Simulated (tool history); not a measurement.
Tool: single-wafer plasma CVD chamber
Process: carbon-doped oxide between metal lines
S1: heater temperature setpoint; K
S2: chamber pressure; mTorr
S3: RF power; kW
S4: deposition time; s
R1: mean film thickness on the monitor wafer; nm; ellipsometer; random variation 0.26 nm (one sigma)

| run | hour | S1 | S2 | S3 | S4 | R1 |
|---|---|---|---|---|---|---|
| 1 | 0 | 613.15 | 3800 | 0.575 | 9.8 | 48.665 |
| 2 | 2.3 | 613.15 | 3800 | 0.575 | 9.4 | 46.425 |
| 3 | 4.7 | 611.15 | 3930 | 0.58 | 9.4 | 47.594 |
| 4 | 9.9 | 621.15 | 3930 | 0.58 | 9.4 | 46.654 |
| 5 | 12.1 | 620.15 | 4120 | 0.59 | 9.4 | 47.433 |
| 6 | 17.3 | 627.15 | 4120 | 0.59 | 9.4 | 46.489 |
| 7 | 25 | 624.15 | 4280 | 0.595 | 9.4 | 48.023 |
| 8 | 30.7 | 622.15 | 4380 | 0.595 | 9.4 | 48.393 |
| 9 | 38 | 620.15 | 4470 | 0.595 | 9.4 | 48.145 |

The next listed run, before its measurement:
| 10 | 43.1 | 619.15 | 4560 | 0.605 | 9.4 | ? |

{"run 10": {"R1": 49.501}}
